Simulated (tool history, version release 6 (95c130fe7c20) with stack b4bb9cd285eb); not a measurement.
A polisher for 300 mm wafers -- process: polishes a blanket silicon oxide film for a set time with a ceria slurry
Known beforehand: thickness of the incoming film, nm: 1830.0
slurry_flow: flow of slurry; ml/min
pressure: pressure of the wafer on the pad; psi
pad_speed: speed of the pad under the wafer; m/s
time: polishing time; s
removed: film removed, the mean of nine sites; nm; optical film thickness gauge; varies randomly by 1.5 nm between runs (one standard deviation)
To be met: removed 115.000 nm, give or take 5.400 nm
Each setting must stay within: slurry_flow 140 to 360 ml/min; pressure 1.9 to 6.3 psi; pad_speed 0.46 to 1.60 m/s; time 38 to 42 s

run,hour,slurry_flow,pressure,pad_speed,time,removed
1,0.0,230,4.1,1.02,42,232.530
2,2.5,230,3.6,0.98,42,197.130
3,5.3,230,3.2,0.96,42,171.870
4,14.3,195,3.2,0.96,42,170.770
5,18.8,235,3.2,0.96,42,172.070
6,25.5,235,4.0,0.96,42,206.850
7,30.5,235,3.6,0.94,42,189.920
8,34.6,235,3.2,0.92,42,165.010
9,40.0,235,2.9,0.92,42,150.750
10,44.3,235,2.7,0.92,42,143.730
11,46.1,235,1.9,0.88,42,96.204
12,53.6,235,2.0,0.88,42,102.390
13,60.6,235,2.1,0.88,42,104.210

Exactly one of the 4 candidate moves below puts every result within its allowed miss. Which one?
A,67.6,260,2.1,1.02,42,?
B,67.6,190,2.1,0.90,40,?
C,67.6,255,2.5,0.68,42,?
D,67.6,205,2.8,0.74,42,?

move,removed
A,125.990
B,102.070
C,100.350
D,117.980
A: carries the result that was furthest off beyond its target, to the other side
B: moves away from the targets compared with the last run
C: moves away from the targets compared with the last run
D: in spec on every target
The right move is D.

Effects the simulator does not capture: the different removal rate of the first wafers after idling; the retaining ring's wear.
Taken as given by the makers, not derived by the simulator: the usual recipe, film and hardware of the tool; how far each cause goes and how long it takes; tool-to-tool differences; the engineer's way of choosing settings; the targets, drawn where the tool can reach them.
